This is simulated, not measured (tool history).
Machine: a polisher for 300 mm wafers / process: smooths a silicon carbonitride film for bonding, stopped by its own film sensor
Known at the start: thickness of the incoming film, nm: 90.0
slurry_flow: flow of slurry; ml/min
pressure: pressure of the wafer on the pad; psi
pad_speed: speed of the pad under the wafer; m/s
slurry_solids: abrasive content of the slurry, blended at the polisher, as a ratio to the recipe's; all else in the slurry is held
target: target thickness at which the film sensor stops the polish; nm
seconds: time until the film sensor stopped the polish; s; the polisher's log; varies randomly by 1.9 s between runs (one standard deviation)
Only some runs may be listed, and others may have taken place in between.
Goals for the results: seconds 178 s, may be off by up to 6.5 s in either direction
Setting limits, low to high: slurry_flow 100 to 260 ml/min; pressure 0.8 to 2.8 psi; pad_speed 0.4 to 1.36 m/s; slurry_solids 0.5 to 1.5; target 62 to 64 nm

| run | day | slurry_flow | pressure | pad_speed | slurry_solids | target | seconds |
|---|---|---|---|---|---|---|---|
| 1 | 0 | 165 | 1.8 | 0.88 | 1 | 64 | 98.261 |
| 2 | 0.362 | 165 | 1.8 | 0.88 | 1 | 64 | 97.252 |
| 3 | 0.438 | 165 | 1.8 | 0.88 | 1 | 62 | 108.18 |
| 4 | 0.621 | 205 | 1.8 | 0.88 | 1 | 62 | 105.6 |
| 5 | 0.696 | 230 | 1.8 | 0.88 | 1 | 62 | 101.58 |
|  | 1.008 | head pressure recalibrated |
| 6 | 1.008 | 225 | 1.7 | 0.88 | 1 | 62 | 111.98 |
| 7 | 1.296 | 225 | 1.6 | 0.88 | 1 | 62 | 120.87 |
| 8 | 1.633 | 200 | 1.1 | 0.86 | 1 | 62 | 169.24 |

Exercise: of the 5 proposed moves below, exactly one satisfies all targets within the stated allowed misses. Which move is it?
| A | 1.971 | 210 | 1.3 | 0.76 | 1 | 62 | ? |
| B | 1.971 | 160 | 1.5 | 0.68 | 0.85 | 63 | ? |
| C | 1.971 | 185 | 1.2 | 0.9 | 0.9 | 62 | ? |
| D | 1.971 | 185 | 0.9 | 0.92 | 1.25 | 63 | ? |
| E | 1.971 | 220 | 1.1 | 0.8 | 1.1 | 64 | ? |

| move | seconds |
|---|---|
| A | 164.33 |
| B | 179.55 |
| C | 167.78 |
| D | 162.32 |
| E | 157.1 |
A: further off than the last run
B: every result lands within tolerance
C: further off than the last run
D: further off than the last run
E: further off than the last run
Move B is the one to make.

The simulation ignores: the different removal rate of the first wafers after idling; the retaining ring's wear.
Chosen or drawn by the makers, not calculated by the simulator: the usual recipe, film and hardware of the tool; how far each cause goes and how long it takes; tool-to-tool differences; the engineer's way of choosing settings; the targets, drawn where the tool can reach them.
